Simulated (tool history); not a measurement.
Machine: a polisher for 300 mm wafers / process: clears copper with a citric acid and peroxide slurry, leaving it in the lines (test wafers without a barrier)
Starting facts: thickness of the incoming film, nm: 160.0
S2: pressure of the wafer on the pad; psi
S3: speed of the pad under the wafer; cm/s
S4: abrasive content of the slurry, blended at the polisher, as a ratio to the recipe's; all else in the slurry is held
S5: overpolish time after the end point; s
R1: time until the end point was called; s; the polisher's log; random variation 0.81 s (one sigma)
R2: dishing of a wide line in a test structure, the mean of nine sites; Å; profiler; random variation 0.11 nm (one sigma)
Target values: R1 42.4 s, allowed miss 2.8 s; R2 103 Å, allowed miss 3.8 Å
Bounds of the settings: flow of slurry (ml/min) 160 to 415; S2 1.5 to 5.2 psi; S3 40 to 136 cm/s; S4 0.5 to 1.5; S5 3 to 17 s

run 1 hour=0 | flow_of_slurry_(ml/min)=265 S2=3.3 S3=88 S4=1 S5=9 | R1=68.295 R2=143.05
run 2 hour=6.7 | flow_of_slurry_(ml/min)=265 S2=3.6 S3=88 S4=1 S5=7 | R1=62.973 R2=120.29
run 3 hour=11.8 | flow_of_slurry_(ml/min)=265 S2=3.6 S3=88 S4=0.85 S5=7 | R1=63.761 R2=117.39
run 4 hour=17.6 | flow_of_slurry_(ml/min)=265 S2=3.6 S3=88 S4=0.85 S5=5 | R1=61.797 R2=84.444
run 5 hour=26.5 | flow_of_slurry_(ml/min)=265 S2=3.6 S3=80 S4=0.85 S5=5 | R1=67.844 R2=78.878
run 6 hour=27 | flow_of_slurry_(ml/min)=265 S2=3.6 S3=68 S4=0.85 S5=5 | R1=83.072 R2=66.88
run 7 hour=33.6 | flow_of_slurry_(ml/min)=270 S2=4.6 S3=84 S4=0.85 S5=3 | R1=54.756 R2=61.155
run 8 hour=35.9 | flow_of_slurry_(ml/min)=270 S2=4.3 S3=94 S4=0.9 S5=3 | R1=49.308 R2=64.474
run 9 hour=37 | flow_of_slurry_(ml/min)=245 S2=4.9 S3=100 S4=0.8 S5=7 | R1=43.573 R2=169.27
run 10 hour=38.3 | flow_of_slurry_(ml/min)=320 S2=3.9 S3=102 S4=1.05 S5=6 | R1=49.362 R2=130.62
run 11 hour=46.8 | flow_of_slurry_(ml/min)=290 S2=4.1 S3=102 S4=1.05 S5=6 | R1=46.31 R2=135.59
run 12 hour=48.2 | flow_of_slurry_(ml/min)=280 S2=4.3 S3=102 S4=1 S5=6 | R1=45.497 R2=141.93
run 13 hour=56.8 | flow_of_slurry_(ml/min)=280 S2=4.5 S3=102 S4=0.9 S5=5 | R1=45.73 R2=119.32
run 14 hour=57.8 | flow_of_slurry_(ml/min)=285 S2=5.2 S3=100 S4=0.75 S5=3 | R1=40.404 R2=79.307
run 15 hour=61.9 | flow_of_slurry_(ml/min)=285 S2=4.8 S3=104 S4=0.8 S5=3 | R1=43.597 R2=78.047
run 16 hour=63.3 | flow_of_slurry_(ml/min)=285 S2=4.6 S3=108 S4=0.8 S5=3 | R1=42.414 R2=77.918
run 17 hour=68.8 | flow_of_slurry_(ml/min)=285 S2=4.4 S3=110 S4=0.85 S5=3 | R1=42.684 R2=77.415
run 18 hour=72.3 | flow_of_slurry_(ml/min)=290 S2=4.4 S3=110 S4=0.9 S5=3 | R1=42.881 R2=77.921
run 19 hour=73.6 | flow_of_slurry_(ml/min)=295 S2=4.4 S3=110 S4=0.95 S5=3 | R1=43.008 R2=79.619
run 20 hour=79.1 | flow_of_slurry_(ml/min)=315 S2=4.3 S3=110 S4=1.2 S5=5 | R1=41.044 R2=134.47
run 21 hour=82.4 | flow_of_slurry_(ml/min)=315 S2=4.3 S3=112 S4=1.1 S5=5 | R1=39.439 R2=133.36
run 22 hour=86.3 | flow_of_slurry_(ml/min)=320 S2=4.2 S3=112 S4=1.05 S5=5 | R1=40.536 R2=131.99
run 23 hour=95 | flow_of_slurry_(ml/min)=320 S2=4.2 S3=112 S4=1.05 S5=5 | R1=41.103 R2=130.07
run 24 hour=102 | flow_of_slurry_(ml/min)=295 S2=4.2 S3=112 S4=1 S5=5 | R1=42.562 R2=127.61
run 25 hour=104.8 | flow_of_slurry_(ml/min)=305 S2=4.3 S3=110 S4=0.95 S5=5 | R1=42.972 R2=125.94
run 26 hour=108.4 | flow_of_slurry_(ml/min)=280 S2=4.3 S3=110 S4=0.95 S5=5 | R1=42.435 R2=126.36
run 27 hour=112.5 | flow_of_slurry_(ml/min)=280 S2=4.3 S3=110 S4=0.95 S5=3 | R1=42.936 R2=77.291
run 28 hour=118.5 | flow_of_slurry_(ml/min)=305 S2=4.3 S3=110 S4=0.95 S5=3 | R1=41.277 R2=77.93
run 29 hour=120.6 | flow_of_slurry_(ml/min)=230 S2=4.6 S3=110 S4=0.95 S5=6 | R1=41.268 R2=155.23
run 30 hour=122.5 | flow_of_slurry_(ml/min)=305 S2=4 S3=108 S4=0.95 S5=6 | R1=45.786 R2=140.93

Which single option among these 5 for the next run brings every result within its allowed miss of target? Just one does.
run A hour=124.4 | flow_of_slurry_(ml/min)=350 S2=4.3 S3=94 S4=0.95 S5=5 | R1=? R2=?
run B hour=124.4 | flow_of_slurry_(ml/min)=380 S2=3.9 S3=100 S4=1.15 S5=5 | R1=? R2=?
run C hour=124.4 | flow_of_slurry_(ml/min)=280 S2=4.1 S3=116 S4=0.9 S5=4 | R1=? R2=?
run D hour=124.4 | flow_of_slurry_(ml/min)=335 S2=4.2 S3=94 S4=1.15 S5=5 | R1=? R2=?
run E hour=124.4 | flow_of_slurry_(ml/min)=335 S2=3.3 S3=120 S4=1.05 S5=5 | R1=? R2=?

move=A R1=49.026 R2=111.07
move=B R1=48.162 R2=112.86
move=C R1=43.017 R2=101.63
move=D R1=48.248 R2=112.75
move=E R1=48.359 R2=112.22
A: an improvement on the last run, though not all results are within tolerance
B: an improvement on the last run, though not all results are within tolerance
C: each result inside its tolerance
D: an improvement on the last run, though not all results are within tolerance
E: an improvement on the last run, though not all results are within tolerance
Correct choice: C, which meets every target

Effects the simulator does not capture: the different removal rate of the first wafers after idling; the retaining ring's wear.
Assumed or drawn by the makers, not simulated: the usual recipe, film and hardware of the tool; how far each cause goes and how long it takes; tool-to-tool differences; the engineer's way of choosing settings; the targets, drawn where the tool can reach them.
